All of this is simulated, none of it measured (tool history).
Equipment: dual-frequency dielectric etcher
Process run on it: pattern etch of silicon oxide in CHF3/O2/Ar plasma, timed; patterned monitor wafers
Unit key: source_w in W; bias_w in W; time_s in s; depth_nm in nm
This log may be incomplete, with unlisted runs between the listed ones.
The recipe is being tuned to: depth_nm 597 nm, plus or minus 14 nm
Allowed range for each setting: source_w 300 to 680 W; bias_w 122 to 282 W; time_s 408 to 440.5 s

{"run": 1, "hour": 0.0, "source_w": 490, "bias_w": 202, "time_s": 440.5, "depth_nm": 741.82}
{"run": 2, "hour": 3.8, "source_w": 540, "bias_w": 202, "time_s": 440.5, "depth_nm": 764.08}
{"run": 3, "hour": 7.6, "source_w": 580, "bias_w": 202, "time_s": 440.5, "depth_nm": 783.26}
{"run": 4, "hour": 9.1, "source_w": 520, "bias_w": 178, "time_s": 433, "depth_nm": 694.11}
{"run": 5, "hour": 15.7, "source_w": 470, "bias_w": 172, "time_s": 432.5, "depth_nm": 656.31}
{"run": 6, "hour": 23.6, "source_w": 470, "bias_w": 172, "time_s": 440.5, "depth_nm": 662.84}
{"run": 7, "hour": 28.6, "source_w": 470, "bias_w": 172, "time_s": 440.5, "depth_nm": 671.93}
{"run": 8, "hour": 32.1, "source_w": 430, "bias_w": 167, "time_s": 440, "depth_nm": 628.16}

Which of these 4 next moves meets every target?
{"run": "A", "hour": 35.6, "source_w": 450, "bias_w": 186, "time_s": 423, "depth_nm": "?"}
{"run": "B", "hour": 35.6, "source_w": 440, "bias_w": 149, "time_s": 440.5, "depth_nm": "?"}
{"run": "C", "hour": 35.6, "source_w": 470, "bias_w": 170, "time_s": 440.5, "depth_nm": "?"}
{"run": "D", "hour": 35.6, "source_w": 470, "bias_w": 166, "time_s": 428, "depth_nm": "?"}

move=A depth_nm=659.59
move=B depth_nm=597.07
move=C depth_nm=663.25
move=D depth_nm=635.49
A: misses by more than the last run did
B: each result inside its tolerance
C: misses by more than the last run did
D: misses by more than the last run did
The right move is B.
